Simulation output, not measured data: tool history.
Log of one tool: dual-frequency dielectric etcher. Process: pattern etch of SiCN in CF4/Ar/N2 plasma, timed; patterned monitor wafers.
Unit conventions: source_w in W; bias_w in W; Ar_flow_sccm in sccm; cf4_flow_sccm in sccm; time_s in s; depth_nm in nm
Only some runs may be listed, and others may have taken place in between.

run	hour	source_w	bias_w	Ar_flow_sccm	cf4_flow_sccm	time_s	depth_nm
1	0.0	410	60	78	52	82.0	54.230
2	3.1	460	60	78	52	82.0	61.633
3	10.0	410	59	78	52	82.0	54.642
4	16.8	410	59	88	52	82.0	53.671
5	17.8	410	55	88	52	82.0	52.660
6	20.5	410	55	88	52	82.0	52.847
7	25.7	380	55	88	52	82.0	48.960
8	32.2	360	55	88	52	82.0	46.054

What does the tool deliver on the next run?
9	37.6	350	55	88	52	82.0	?

{"run 9": {"depth_nm": 44.608}}

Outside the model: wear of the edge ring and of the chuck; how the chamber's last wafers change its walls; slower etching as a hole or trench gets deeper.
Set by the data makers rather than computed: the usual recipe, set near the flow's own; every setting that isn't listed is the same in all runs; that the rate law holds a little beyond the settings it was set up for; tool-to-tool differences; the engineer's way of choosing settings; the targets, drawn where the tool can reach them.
